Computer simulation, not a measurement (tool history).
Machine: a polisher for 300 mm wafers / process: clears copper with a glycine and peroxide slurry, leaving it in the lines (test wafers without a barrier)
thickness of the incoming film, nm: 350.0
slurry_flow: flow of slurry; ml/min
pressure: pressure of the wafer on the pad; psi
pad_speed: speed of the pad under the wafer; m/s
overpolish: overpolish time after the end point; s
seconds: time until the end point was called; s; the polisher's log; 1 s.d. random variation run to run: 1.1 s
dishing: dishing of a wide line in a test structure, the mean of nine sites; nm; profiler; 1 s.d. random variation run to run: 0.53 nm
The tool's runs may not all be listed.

Run 1, day 0: slurry_flow 255 ml/min, pressure 2.5 psi, pad_speed 0.86 m/s, overpolish 24 s. Result: seconds 88.305 s, dishing 55.024 nm.
Run 2, day 0.046: slurry_flow 205 ml/min, pressure 2.5 psi, pad_speed 0.86 m/s, overpolish 24 s. Result: seconds 92.06 s, dishing 53.679 nm.
Run 3, day 0.288: slurry_flow 205 ml/min, pressure 2.3 psi, pad_speed 0.86 m/s, overpolish 22 s. Result: seconds 97.062 s, dishing 48.952 nm.
Run 4, day 0.533: slurry_flow 205 ml/min, pressure 2.2 psi, pad_speed 0.86 m/s, overpolish 20 s. Result: seconds 100.23 s, dishing 43.732 nm.
Run 5, day 0.579: slurry_flow 205 ml/min, pressure 2.1 psi, pad_speed 0.86 m/s, overpolish 19 s. Result: seconds 102.33 s, dishing 40.331 nm.
Run 6, day 0.9: slurry_flow 180 ml/min, pressure 2.1 psi, pad_speed 0.86 m/s, overpolish 19 s. Result: seconds 106.69 s, dishing 40.161 nm.
Run 7, day 1.175: slurry_flow 180 ml/min, pressure 2 psi, pad_speed 0.86 m/s, overpolish 19 s. Result: seconds 112.53 s, dishing 37.255 nm.

Run 8 has not been measured yet. What should we expect?
Run 8, day 1.471: slurry_flow 175 ml/min, pressure 2 psi, pad_speed 0.86 m/s, overpolish 19 s. Result: seconds ?, dishing ?.

seconds: 110.94 s
dishing: 37.929 nm
